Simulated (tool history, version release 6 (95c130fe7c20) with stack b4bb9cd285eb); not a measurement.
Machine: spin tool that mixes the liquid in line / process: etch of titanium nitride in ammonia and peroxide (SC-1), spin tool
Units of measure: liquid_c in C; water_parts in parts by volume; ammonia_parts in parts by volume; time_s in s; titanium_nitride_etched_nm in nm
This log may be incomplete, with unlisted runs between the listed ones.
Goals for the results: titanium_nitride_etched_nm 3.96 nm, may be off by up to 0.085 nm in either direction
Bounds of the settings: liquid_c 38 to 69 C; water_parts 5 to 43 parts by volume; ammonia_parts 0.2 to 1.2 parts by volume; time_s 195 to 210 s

| run | hour | liquid_c | water_parts | ammonia_parts | time_s | titanium_nitride_etched_nm |
|---|---|---|---|---|---|---|
| 1 | 0 | 53 | 24 | 0.9 | 195 | 13.507 |
| 2 | 4.9 | 51 | 25 | 0.9 | 195 | 11.496 |
| 3 | 8.5 | 51 | 25 | 1.2 | 195 | 12.31 |
| 4 | 16.9 | 44 | 25 | 1.2 | 195 | 7.4345 |
|  | 18.2 | thermometer replaced |
| 5 | 18.2 | 44 | 25 | 1 | 195 | 6.6809 |
| 6 | 21.6 | 44 | 25 | 1 | 210 | 7.1856 |
| 7 | 22.3 | 43.5 | 25.5 | 1 | 210 | 6.903 |
| 8 | 26.6 | 43 | 26 | 1 | 210 | 6.4947 |
| 9 | 27.8 | 42.5 | 26.5 | 1 | 210 | 6.2494 |
| 10 | 32.9 | 42 | 27 | 1 | 210 | 5.8846 |

Which single option among these 5 for the next run brings every result within its allowed miss of target? Just one does.
| A | 38 | 38.5 | 33 | 0.7 | 195 | ? |
| B | 38 | 39 | 30.5 | 1.15 | 195 | ? |
| C | 38 | 40.5 | 35.5 | 0.95 | 195 | ? |
| D | 38 | 39 | 33 | 0.85 | 200 | ? |
| E | 38 | 39.5 | 30 | 0.8 | 200 | ? |

| move | titanium_nitride_etched_nm |
|---|---|
| A | 3.5495 |
| B | 4.2208 |
| C | 4.1829 |
| D | 3.9187 |
| E | 4.2456 |
A: carries the result that was furthest off beyond its target, to the other side
B: moves toward the targets from the last run without getting all of them in spec
C: moves toward the targets from the last run without getting all of them in spec
D: each result inside its tolerance
E: moves toward the targets from the last run without getting all of them in spec
Go with D: it meets all targets.
